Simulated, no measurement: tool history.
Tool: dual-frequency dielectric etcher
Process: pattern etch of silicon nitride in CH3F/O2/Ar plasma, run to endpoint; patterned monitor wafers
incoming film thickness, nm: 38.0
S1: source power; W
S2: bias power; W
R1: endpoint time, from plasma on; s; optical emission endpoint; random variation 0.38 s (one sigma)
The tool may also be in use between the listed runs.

| run | hour | S1 | S2 | R1 |
|---|---|---|---|---|
| 1 | 0.0 | 340 | 85 | 52.158 |
| 2 | 6.0 | 290 | 85 | 54.834 |
| 3 | 7.2 | 310 | 88 | 53.246 |
| 4 | 9.4 | 330 | 90 | 51.107 |
| 5 | 10.5 | 330 | 103 | 47.838 |
| 6 | 18.8 | 340 | 104 | 48.417 |
| 7 | 22.4 | 350 | 105 | 46.895 |
| 8 | 24.6 | 350 | 106 | 46.302 |

The next listed run, before its measurement:
| 9 | 33.1 | 360 | 107 | ? |

Run 9 gave R1 46.022 s.
